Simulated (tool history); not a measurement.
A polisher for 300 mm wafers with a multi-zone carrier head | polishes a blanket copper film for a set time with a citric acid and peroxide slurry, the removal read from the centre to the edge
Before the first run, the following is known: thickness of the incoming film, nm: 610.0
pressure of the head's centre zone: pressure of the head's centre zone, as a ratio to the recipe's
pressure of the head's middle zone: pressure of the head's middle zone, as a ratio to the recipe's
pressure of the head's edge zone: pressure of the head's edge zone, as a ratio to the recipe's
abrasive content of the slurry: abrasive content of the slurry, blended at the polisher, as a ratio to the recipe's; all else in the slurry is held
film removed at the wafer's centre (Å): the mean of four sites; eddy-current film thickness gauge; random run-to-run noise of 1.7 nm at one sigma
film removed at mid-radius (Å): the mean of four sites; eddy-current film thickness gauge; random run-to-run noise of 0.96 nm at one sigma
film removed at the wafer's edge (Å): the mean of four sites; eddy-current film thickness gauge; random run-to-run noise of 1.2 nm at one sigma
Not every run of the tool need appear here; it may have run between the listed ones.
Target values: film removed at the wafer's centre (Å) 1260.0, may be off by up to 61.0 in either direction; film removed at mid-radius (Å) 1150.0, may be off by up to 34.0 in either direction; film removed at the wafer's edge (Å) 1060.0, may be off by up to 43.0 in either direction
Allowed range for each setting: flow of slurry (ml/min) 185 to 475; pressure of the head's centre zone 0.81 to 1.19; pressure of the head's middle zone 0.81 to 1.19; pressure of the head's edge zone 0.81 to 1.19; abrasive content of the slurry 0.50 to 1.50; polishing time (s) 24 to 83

run  hour  flow of slurry (ml/min)  pressure of the head's centre zone  pressure of the head's middle zone  pressure of the head's edge zone  abrasive content of the slurry  polishing time (s)  film removed at the wafer's centre (Å)  film removed at mid-radius (Å)  film removed at the wafer's edge (Å)
  1   0.0                      305                                1.00                                1.00                              1.00                            1.00                  53                                  1307.7                          1334.4                                1318.9
  2   7.3                      265                                1.00                                1.00                              1.00                            1.00                  53                                  1321.9                          1320.1                                1291.5
  3  10.3                      245                                1.01                                0.99                              0.96                            0.90                  52                                  1226.1                          1222.3                                1211.7
  4  14.5                      245                                0.97                                0.99                              0.96                            0.90                  52                                  1172.3                          1218.6                                1197.1
  5  21.3                      300                                0.97                                0.99                              0.96                            0.90                  52                                  1224.8                          1261.3                                1235.6
  6  22.8                      285                                1.02                                1.00                              0.91                            0.85                  51                                  1224.1                          1212.0                                1198.3
  7  24.6                      260                                1.07                                1.04                              0.88                            0.80                  50                                  1221.9                          1201.8                                1108.6
  8  29.1                      250                                1.09                                1.04                              0.87                            0.80                  50                                  1212.6                          1179.0                                1074.6

Exercise: of the 4 proposed moves below, exactly one satisfies all targets within the stated allowed misses. Which move is it?
  A  33.6                      285                                0.98                                0.96                              0.87                            0.80                  50                                       ?                               ?                                     ?
  B  33.6                      240                                1.15                                1.12                              0.90                            0.80                  49                                       ?                               ?                                     ?
  C  33.6                      215                                1.06                                1.07                              0.89                            0.75                  50                                       ?                               ?                                     ?
  D  33.6                      190                                1.18                                1.06                              0.89                            0.75                  52                                       ?                               ?                                     ?

move  film removed at the wafer's centre (Å)  film removed at mid-radius (Å)  film removed at the wafer's edge (Å)
   A                                  1171.6                          1124.1                                1099.4
   B                                  1302.7                          1215.0                                1066.1
   C                                  1170.9                          1144.7                                1046.7
   D                                  1308.9                          1144.0                                1065.1
A: the furthest-off result lands on target, but another misses its tolerance
B: moves away from the targets compared with the last run
C: the furthest-off result lands on target, but another misses its tolerance
D: hits every target within its allowed miss
The move that meets every target is D.
